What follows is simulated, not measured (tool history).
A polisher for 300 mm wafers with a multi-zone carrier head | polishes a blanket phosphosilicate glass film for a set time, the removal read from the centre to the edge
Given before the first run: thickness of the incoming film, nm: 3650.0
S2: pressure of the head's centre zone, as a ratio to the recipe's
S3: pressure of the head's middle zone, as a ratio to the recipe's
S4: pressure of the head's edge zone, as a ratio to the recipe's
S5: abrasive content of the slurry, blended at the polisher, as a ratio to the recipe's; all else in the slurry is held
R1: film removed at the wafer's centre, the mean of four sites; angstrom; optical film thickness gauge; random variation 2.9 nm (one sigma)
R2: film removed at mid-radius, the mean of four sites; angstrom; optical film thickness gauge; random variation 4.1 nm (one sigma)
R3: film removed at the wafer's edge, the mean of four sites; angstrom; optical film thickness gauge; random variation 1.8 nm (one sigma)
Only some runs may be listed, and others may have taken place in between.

Run 1, hour 0: flow of slurry (ml/min) 220, S2 1, S3 1, S4 1, S5 1, polishing time (s) 60. Result: R1 3971.4 angstrom, R2 4038.8 angstrom, R3 3995.8 angstrom.
Run 2, hour 8.8: flow of slurry (ml/min) 220, S2 1, S3 1, S4 1, S5 1, polishing time (s) 66. Result: R1 4541.5 angstrom, R2 4401 angstrom, R3 4346.6 angstrom.
Run 3, hour 10.7: flow of slurry (ml/min) 220, S2 1, S3 1, S4 1.03, S5 1, polishing time (s) 66. Result: R1 4456 angstrom, R2 4536.8 angstrom, R3 4460.9 angstrom.
Run 4, hour 15.3: flow of slurry (ml/min) 270, S2 1, S3 1, S4 1.03, S5 1, polishing time (s) 66. Result: R1 4666.5 angstrom, R2 4504.3 angstrom, R3 4548.5 angstrom.
Run 5, hour 18.4: flow of slurry (ml/min) 270, S2 1, S3 1, S4 1.12, S5 1, polishing time (s) 66. Result: R1 4587.1 angstrom, R2 4503.9 angstrom, R3 4740.8 angstrom.
Run 6, hour 21: flow of slurry (ml/min) 260, S2 0.98, S3 1.01, S4 1.06, S5 0.85, polishing time (s) 61. Result: R1 3911.5 angstrom, R2 3947.7 angstrom, R3 4028.3 angstrom.

What will run 7 give?
Run 7, hour 24.1: flow of slurry (ml/min) 245, S2 0.96, S3 1.02, S4 1.01, S5 0.75, polishing time (s) 57. Result: R1 ?, R2 ?, R3 ?.

R1: 3485.9 angstrom
R2: 3551.4 angstrom
R3: 3479 angstrom

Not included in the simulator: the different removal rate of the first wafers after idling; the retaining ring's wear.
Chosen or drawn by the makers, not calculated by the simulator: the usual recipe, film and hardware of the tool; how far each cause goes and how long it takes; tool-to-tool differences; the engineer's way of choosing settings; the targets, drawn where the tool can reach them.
